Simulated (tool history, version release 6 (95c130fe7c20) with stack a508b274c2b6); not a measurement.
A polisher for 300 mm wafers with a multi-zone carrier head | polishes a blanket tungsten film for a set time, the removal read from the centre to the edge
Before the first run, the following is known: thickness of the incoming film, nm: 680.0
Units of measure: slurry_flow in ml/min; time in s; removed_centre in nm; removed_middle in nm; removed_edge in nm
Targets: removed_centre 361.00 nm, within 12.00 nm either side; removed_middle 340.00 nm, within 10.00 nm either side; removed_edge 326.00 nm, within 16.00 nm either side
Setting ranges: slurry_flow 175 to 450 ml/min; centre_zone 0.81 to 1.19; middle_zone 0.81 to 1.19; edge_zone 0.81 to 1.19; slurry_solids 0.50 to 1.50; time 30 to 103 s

run  hour  slurry_flow  centre_zone  middle_zone  edge_zone  slurry_solids  time  removed_centre  removed_middle  removed_edge
  1   0.0          290         1.00         1.00       1.00           1.00    66          249.85          242.58        249.10
  2   5.7          295         1.03         1.03       1.02           1.10    67          270.35          251.26        260.07
  3   8.8          240         1.03         1.03       1.02           1.10    67          258.49          249.43        252.17
  4  13.9          240         1.09         1.03       1.02           1.10    67          278.03          245.96        255.92
  5  18.3          240         1.09         1.03       1.02           1.10    77          316.84          286.92        302.83
  6  21.4          255         1.09         1.06       1.02           1.15    77          323.24          296.97        298.34
  7  27.1          265         1.09         1.07       1.03           1.20    77          330.31          305.32        300.48
  8  31.0          275         1.09         1.08       1.05           1.25    77          328.49          311.30        306.72
  9  32.7          285         1.10         1.09       1.06           1.30    77          332.96          321.49        315.38
 10  33.6          295         1.11         1.10       1.06           1.30    77          341.22          325.30        311.56
 11  41.3          300         1.12         1.10       1.07           1.30    77          344.21          319.76        317.83

Which single option among these 5 for the next run brings every result within its allowed miss of target? Just one does.
  A  49.0          370         1.10         1.10       1.02           1.30    81               ?               ?             ?
  B  49.0          260         1.19         0.99       1.03           1.05    84               ?               ?             ?
  C  49.0          320         1.03         1.18       1.04           1.25    79               ?               ?             ?
  D  49.0          280         1.19         1.01       1.17           1.25    77               ?               ?             ?
  E  49.0          295         1.19         1.03       1.16           1.45    72               ?               ?             ?

move  removed_centre  removed_middle  removed_edge
   A          360.28          341.62        327.77
   B          375.75          302.18        321.98
   C          322.30          347.24        317.15
   D          357.19          291.77        325.29
   E          344.34          285.77        311.44
A: every result lands within tolerance
B: moves away from the targets compared with the last run
C: gets the furthest-off result to its target, but another result is out of tolerance
D: moves away from the targets compared with the last run
E: moves away from the targets compared with the last run
So the answer is move A, the one that meets all the targets.
